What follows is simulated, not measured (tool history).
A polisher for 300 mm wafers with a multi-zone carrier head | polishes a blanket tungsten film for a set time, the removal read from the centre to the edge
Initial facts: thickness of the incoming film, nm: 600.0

run,hour,flow of slurry (ml/min),pressure of the head's centre zone,pressure of the head's middle zone,pressure of the head's edge zone,abrasive content of the slurry,polishing time (s),film removed at the wafer's centre (Å),film removed at mid-radius (Å),film removed at the wafer's edge (Å)
1,0.0,185,1.00,1.00,1.00,1.00,41,1575.8,1553.6,1532.9
2,6.6,185,1.00,1.05,1.00,1.00,41,1587.0,1679.4,1543.0
3,15.1,185,1.05,1.05,1.00,1.00,41,1691.2,1630.6,1536.8
4,16.4,185,1.00,1.05,1.00,1.00,41,1567.4,1639.2,1557.9
5,21.5,185,1.00,1.05,1.00,1.00,46,1773.4,1884.2,1722.1
6,26.3,185,1.00,1.05,0.94,1.00,46,1728.0,1799.5,1665.4
7,30.5,175,0.99,0.99,0.91,0.90,45,1656.7,1609.2,1560.4
8,39.4,165,0.97,0.94,0.91,0.80,44,1553.2,1494.6,1502.2

What does the tool deliver on the next run?
9,43.2,155,0.97,0.91,0.93,0.75,42,?,?,?

For run 9 the tool returned film removed at the wafer's centre (Å) 1407.9, film removed at mid-radius (Å) 1319.0, film removed at the wafer's edge (Å) 1386.8.

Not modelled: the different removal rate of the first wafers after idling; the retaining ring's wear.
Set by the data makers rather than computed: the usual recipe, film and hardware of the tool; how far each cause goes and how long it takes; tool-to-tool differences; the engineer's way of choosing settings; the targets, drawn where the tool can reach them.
